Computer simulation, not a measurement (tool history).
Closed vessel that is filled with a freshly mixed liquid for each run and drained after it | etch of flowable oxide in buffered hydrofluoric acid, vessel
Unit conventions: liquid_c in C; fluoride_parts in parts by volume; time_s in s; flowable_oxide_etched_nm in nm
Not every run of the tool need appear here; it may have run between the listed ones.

run  hour  liquid_c  fluoride_parts  time_s  flowable_oxide_etched_nm
  1   0.0      23.0            23.0     100                    118.17
  2   1.6      23.0            26.0     100                    108.72
  3   9.6      23.0            26.0     105                    113.80
  4  13.2      23.0            26.0     105                    113.47
  5  14.0      24.5            24.0     105                    131.45
  6  22.5      24.5            27.5     105                    119.00
  7  29.6      25.5            25.0     105                    135.21
  8  31.8      26.5            23.0     105                    150.37
  9  40.5      27.5            21.5     105                    166.29

Run 10, settings as shown, results not yet in. Your forecast:
 10  43.1      28.0            20.0     105                         ?

Run 10 measured flowable_oxide_etched_nm 180.82 nm.

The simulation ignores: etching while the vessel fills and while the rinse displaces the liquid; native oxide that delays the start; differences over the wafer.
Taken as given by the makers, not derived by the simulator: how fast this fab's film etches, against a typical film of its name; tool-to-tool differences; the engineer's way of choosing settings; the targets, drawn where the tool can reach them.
